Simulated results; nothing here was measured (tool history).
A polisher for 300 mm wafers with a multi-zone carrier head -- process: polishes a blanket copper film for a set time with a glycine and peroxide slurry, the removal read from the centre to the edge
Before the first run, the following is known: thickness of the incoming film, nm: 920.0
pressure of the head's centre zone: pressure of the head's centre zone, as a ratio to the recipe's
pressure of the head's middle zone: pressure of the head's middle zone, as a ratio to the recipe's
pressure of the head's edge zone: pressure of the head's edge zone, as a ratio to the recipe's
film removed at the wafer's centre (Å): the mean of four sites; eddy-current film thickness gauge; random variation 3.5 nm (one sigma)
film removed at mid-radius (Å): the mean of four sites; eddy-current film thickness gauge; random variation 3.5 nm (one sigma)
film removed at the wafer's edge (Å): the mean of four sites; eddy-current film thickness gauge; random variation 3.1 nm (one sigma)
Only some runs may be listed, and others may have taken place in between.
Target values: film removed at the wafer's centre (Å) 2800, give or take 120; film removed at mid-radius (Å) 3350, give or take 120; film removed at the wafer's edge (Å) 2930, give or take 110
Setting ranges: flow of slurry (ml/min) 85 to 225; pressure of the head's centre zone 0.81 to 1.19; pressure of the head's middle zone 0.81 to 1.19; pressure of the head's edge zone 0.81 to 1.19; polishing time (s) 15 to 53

run,hour,flow of slurry (ml/min),pressure of the head's centre zone,pressure of the head's middle zone,pressure of the head's edge zone,polishing time (s),film removed at the wafer's centre (Å),film removed at mid-radius (Å),film removed at the wafer's edge (Å)
1,0,145,1,1,1,34,2067.5,2099.2,2035.6
2,3.9,145,1,1,1,27,1627.9,1677.7,1640.5
3,12.5,115,1,1,1,27,1531.2,1542.8,1576.1
4,16.6,115,1.04,1,1,27,1578.8,1584.8,1574.8
5,25.5,115,1.04,1,1.03,27,1570.3,1580.4,1575.1
6,30.7,115,1.04,0.96,1.03,27,1568.2,1503.4,1592.6
7,32.6,155,1,1.06,1.13,37,2282.1,2413.7,2365.5
8,38,170,0.98,1.1,1.14,39,2397.9,2676.6,2584.9
9,44.8,185,0.98,1.13,1.12,40,2487,2793.2,2628.3
10,45.7,185,0.97,1.15,1.09,42,2656.4,3005.2,2703.4
11,52.4,190,0.96,1.16,1.09,43,2637.1,3060.1,2772.7
12,57.6,190,0.96,1.17,1.08,44,2717.7,3189.1,2865.3
13,62,195,0.96,1.18,1.07,44,2762.9,3165.6,2869.2

Of the 5 settings listed for the next run, only one would bring every result within its allowed miss of target. Which one?
A,66.4,165,0.98,1.19,1.09,46,?,?,?
B,66.4,220,0.99,0.95,1.06,49,?,?,?
C,66.4,195,1.09,1.13,1.05,42,?,?,?
D,66.4,210,0.95,1.03,1.06,45,?,?,?
E,66.4,190,1.03,1.19,1.05,42,?,?,?

move,film removed at the wafer's centre (Å),film removed at mid-radius (Å),film removed at the wafer's edge (Å)
A,2813.2,3336,2999
B,3175.8,3164.9,3266.3
C,2894.9,3015,2745.5
D,2800.7,3057,2982.7
E,2750,3119.8,2735.4
A: each result inside its tolerance
B: lands further from the targets than the last run did
C: lands further from the targets than the last run did
D: lands further from the targets than the last run did
E: lands further from the targets than the last run did
The move that meets every target is A.

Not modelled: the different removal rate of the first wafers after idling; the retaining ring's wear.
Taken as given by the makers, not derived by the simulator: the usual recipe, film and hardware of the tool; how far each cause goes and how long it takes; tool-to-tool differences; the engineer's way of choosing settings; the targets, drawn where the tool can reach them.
